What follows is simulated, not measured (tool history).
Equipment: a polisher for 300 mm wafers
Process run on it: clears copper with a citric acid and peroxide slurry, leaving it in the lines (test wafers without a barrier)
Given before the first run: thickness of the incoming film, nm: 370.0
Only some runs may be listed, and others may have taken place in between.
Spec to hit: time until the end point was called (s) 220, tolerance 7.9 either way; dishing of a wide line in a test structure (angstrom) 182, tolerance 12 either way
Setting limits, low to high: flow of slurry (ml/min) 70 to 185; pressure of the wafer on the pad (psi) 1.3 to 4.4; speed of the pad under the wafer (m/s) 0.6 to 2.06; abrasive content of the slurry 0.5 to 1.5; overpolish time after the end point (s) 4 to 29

run	day	flow of slurry (ml/min)	pressure of the wafer on the pad (psi)	speed of the pad under the wafer (m/s)	abrasive content of the slurry	overpolish time after the end point (s)	time until the end point was called (s)	dishing of a wide line in a test structure (angstrom)
1	0	120	2.8	1.32	1	15	138.3	240.36
2	0.342	120	2.7	1.32	1	15	145.33	225.17
3	0.404	120	2.6	1.32	1	15	150.41	218.22
4	0.508	120	2.6	1.54	1	15	126.38	248.69
5	0.621	120	2.5	1.54	1	15	132.65	239.6
6	0.896	120	2.9	1.54	1	15	116.43	265.41
7	1.062	120	2.7	1.52	1	15	125.78	260.67
8	1.225	120	2.6	1.52	1	15	131.96	255.23
9	1.533	120	2.5	1.52	1	15	136.81	246.23
10	1.875	95	1.7	1.5	1	16	201.59	188.48

Which of these 5 next moves meets every target?
A	2.217	70	1.7	1.64	1.1	15	?	?
B	2.217	160	2	1.22	1.2	14	?	?
C	2.217	105	1.7	1.34	0.95	17	?	?
D	2.217	100	1.8	1.42	1	15	?	?
E	2.217	100	1.7	1.58	0.9	15	?	?

move	time until the end point was called (s)	dishing of a wide line in a test structure (angstrom)
A	208.12	176.31
B	188.89	181.47
C	225.03	182.45
D	204	179.44
E	196.16	183.82
A: nearer than the last run, and not there yet
B: misses by more than the last run did
C: all results land within tolerance of their targets
D: nearer than the last run, and not there yet
E: misses by more than the last run did
Correct choice: C, which meets every target

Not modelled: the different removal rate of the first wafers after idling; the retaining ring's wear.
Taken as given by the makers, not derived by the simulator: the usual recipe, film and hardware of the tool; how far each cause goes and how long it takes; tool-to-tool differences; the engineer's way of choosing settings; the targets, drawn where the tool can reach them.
